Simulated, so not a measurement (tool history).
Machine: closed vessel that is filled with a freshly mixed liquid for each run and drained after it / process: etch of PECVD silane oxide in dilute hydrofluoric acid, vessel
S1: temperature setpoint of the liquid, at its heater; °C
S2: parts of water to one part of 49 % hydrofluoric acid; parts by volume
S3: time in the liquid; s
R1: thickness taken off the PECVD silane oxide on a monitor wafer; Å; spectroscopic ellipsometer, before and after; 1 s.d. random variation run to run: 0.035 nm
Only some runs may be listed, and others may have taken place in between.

run,day,S1,S2,S3,R1
1,0.000,24.0,95,30,66.764
2,0.204,22.5,100,30,59.282
3,0.262,22.5,80,30,74.823
4,0.583,21.5,90,30,62.951
5,0.892,21.5,120,30,46.261
6,0.950,21.5,155,30,34.033
7,1.038,22.0,155,30,35.207
8,1.212,22.5,155,30,35.366

The next listed run, before its measurement:
9,1.462,23.0,155,30,?

R1: 35.928 Å

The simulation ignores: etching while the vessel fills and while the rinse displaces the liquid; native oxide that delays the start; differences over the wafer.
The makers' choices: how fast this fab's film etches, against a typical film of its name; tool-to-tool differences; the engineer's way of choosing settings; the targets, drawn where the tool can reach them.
